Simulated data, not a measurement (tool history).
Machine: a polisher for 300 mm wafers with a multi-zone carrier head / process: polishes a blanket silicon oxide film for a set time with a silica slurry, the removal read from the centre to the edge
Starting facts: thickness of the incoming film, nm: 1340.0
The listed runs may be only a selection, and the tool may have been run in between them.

run	hour	flow of slurry (ml/min)	pressure of the head's centre zone	pressure of the head's middle zone	pressure of the head's edge zone	abrasive content of the slurry	polishing time (s)	film removed at the wafer's centre (angstrom)	film removed at mid-radius (angstrom)	film removed at the wafer's edge (angstrom)
1	0.0	120	1.00	1.00	1.00	1.00	63	1674.3	1531.0	1544.3
2	8.1	120	1.00	0.92	1.00	1.00	63	1667.6	1410.8	1493.0
3	12.9	120	1.00	0.92	0.96	1.00	63	1689.4	1419.6	1483.7
4	19.2	125	0.98	0.94	0.99	1.00	63	1641.9	1483.7	1522.0
5	24.4	125	0.98	0.94	1.05	1.00	63	1647.6	1451.9	1553.8
6	27.3	130	0.96	0.95	1.07	1.00	63	1607.9	1490.1	1577.3
7	32.9	135	0.95	0.96	1.09	1.00	63	1622.0	1513.3	1576.1
8	41.5	135	0.93	0.97	1.11	1.05	63	1615.8	1553.1	1633.6
9	49.3	135	0.92	0.98	1.12	1.10	63	1628.4	1628.9	1667.5
10	51.0	135	0.91	0.98	1.13	1.10	63	1655.2	1613.5	1653.4
11	54.9	135	0.89	0.98	1.14	1.10	64	1615.1	1636.8	1708.2
12	62.5	135	0.88	0.98	1.15	1.10	64	1569.5	1605.5	1726.6
13	70.0	135	0.87	0.99	1.15	1.10	64	1596.2	1637.5	1721.7
# hour 75.5: centre zone pressure recalibrated
14	75.5	135	0.86	0.99	1.16	1.10	64	1457.4	1617.2	1718.5
15	80.7	140	0.86	0.99	1.16	1.10	64	1470.7	1632.4	1708.6

Run 16 comes next. What will it give?
16	86.6	140	0.86	0.99	1.17	1.15	65	?	?	?

Logged for run 16: film removed at the wafer's centre (angstrom) 1486.3, film removed at mid-radius (angstrom) 1701.8, film removed at the wafer's edge (angstrom) 1836.4.

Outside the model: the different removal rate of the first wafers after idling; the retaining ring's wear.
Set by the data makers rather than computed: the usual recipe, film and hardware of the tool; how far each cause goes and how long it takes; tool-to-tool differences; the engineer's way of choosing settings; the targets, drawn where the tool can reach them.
